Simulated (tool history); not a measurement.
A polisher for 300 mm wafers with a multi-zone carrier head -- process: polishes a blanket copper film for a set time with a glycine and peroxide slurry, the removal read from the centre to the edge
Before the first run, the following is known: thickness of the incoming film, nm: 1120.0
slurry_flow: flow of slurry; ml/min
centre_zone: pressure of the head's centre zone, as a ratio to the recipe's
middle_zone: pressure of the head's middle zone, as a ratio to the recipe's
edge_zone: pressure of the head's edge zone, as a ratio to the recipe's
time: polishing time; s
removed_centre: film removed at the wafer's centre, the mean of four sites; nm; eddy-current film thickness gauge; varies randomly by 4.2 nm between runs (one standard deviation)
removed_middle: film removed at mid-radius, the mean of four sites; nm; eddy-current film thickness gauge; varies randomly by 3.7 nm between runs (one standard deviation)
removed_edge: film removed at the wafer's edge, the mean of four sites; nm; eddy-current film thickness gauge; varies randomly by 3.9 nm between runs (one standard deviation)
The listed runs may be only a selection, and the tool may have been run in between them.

Run 1, hour 0: slurry_flow 295 ml/min, centre_zone 1, middle_zone 1, edge_zone 1, time 70 s. Result: removed_centre 330.9 nm, removed_middle 336.33 nm, removed_edge 336.44 nm.
Run 2, hour 8.7: slurry_flow 305 ml/min, centre_zone 1.05, middle_zone 1.01, edge_zone 1.04, time 72 s. Result: removed_centre 348.05 nm, removed_middle 349.47 nm, removed_edge 349.26 nm.
Run 3, hour 13.3: slurry_flow 310 ml/min, centre_zone 1.08, middle_zone 1, edge_zone 1.05, time 75 s. Result: removed_centre 375.69 nm, removed_middle 359.39 nm, removed_edge 368.12 nm.
Run 4, hour 21: slurry_flow 310 ml/min, centre_zone 1.08, middle_zone 0.96, edge_zone 1.05, time 75 s. Result: removed_centre 377.74 nm, removed_middle 351.97 nm, removed_edge 375.29 nm.
Run 5, hour 23.5: slurry_flow 320 ml/min, centre_zone 1.1, middle_zone 0.97, edge_zone 1.06, time 76 s. Result: removed_centre 395.23 nm, removed_middle 353.61 nm, removed_edge 378.23 nm.
Run 6, hour 24.1: slurry_flow 280 ml/min, centre_zone 1.1, middle_zone 0.97, edge_zone 1.06, time 76 s. Result: removed_centre 385.57 nm, removed_middle 358.18 nm, removed_edge 370.18 nm.
Run 7, hour 29.4: slurry_flow 300 ml/min, centre_zone 1.12, middle_zone 0.98, edge_zone 1.07, time 77 s. Result: removed_centre 401.53 nm, removed_middle 360.95 nm, removed_edge 376.58 nm.
Run 8, hour 33.9: slurry_flow 315 ml/min, centre_zone 1.12, middle_zone 0.99, edge_zone 1.08, time 78 s. Result: removed_centre 408.61 nm, removed_middle 373.01 nm, removed_edge 396.41 nm.

What does the tool deliver on the next run?
Run 9, hour 38.6: slurry_flow 320 ml/min, centre_zone 1.13, middle_zone 1, edge_zone 1.08, time 78 s. Result: removed_centre ?, removed_middle ?, removed_edge ?.

removed_centre: 398.48 nm
removed_middle: 378.51 nm
removed_edge: 393.72 nm
